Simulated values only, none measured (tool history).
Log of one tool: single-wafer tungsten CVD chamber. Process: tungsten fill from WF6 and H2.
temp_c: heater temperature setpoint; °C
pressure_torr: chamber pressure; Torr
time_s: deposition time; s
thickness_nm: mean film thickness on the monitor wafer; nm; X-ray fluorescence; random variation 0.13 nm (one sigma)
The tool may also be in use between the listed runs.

run,hour,temp_c,pressure_torr,time_s,thickness_nm
1,0.0,370,28.5,13.9,26.842
2,3.1,370,28.5,13.9,26.872
3,3.7,375,28.5,13.9,29.846
4,11.2,368,28.5,13.9,25.649
5,17.1,357,28.5,13.9,20.681
6,20.3,357,25.5,13.9,19.322
7,25.9,357,25.5,13.9,19.640
8,30.8,359,25.6,13.9,20.249
9,37.0,361,25.6,13.9,21.408
10,45.6,362,25.6,13.9,21.435

Forecast run 11:
11,47.7,366,25.7,13.9,?

thickness_nm: 23.316 nm
